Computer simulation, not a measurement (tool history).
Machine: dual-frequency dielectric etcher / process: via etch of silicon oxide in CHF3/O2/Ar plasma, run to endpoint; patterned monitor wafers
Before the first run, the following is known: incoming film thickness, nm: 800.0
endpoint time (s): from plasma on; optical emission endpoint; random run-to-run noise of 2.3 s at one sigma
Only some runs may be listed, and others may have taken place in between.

run  hour  source power (W)  bias power (W)  endpoint time (s)
  1     0               480             188              448.4
  2   5.3               510             188             435.71
  3  10.5               450             188             456.92
  4  13.7               430             185             466.65
  5  17.8               410             183             480.02
  6  26.7               400             182             481.35
  7  32.9               390             181              485.7
  8  40.7               380             180             493.42
  9  46.8               370             179             496.41

What will run 10 give?
 10  50.6               360             178                  ?

{"run 10": {"endpoint time (s)": 501.75}}

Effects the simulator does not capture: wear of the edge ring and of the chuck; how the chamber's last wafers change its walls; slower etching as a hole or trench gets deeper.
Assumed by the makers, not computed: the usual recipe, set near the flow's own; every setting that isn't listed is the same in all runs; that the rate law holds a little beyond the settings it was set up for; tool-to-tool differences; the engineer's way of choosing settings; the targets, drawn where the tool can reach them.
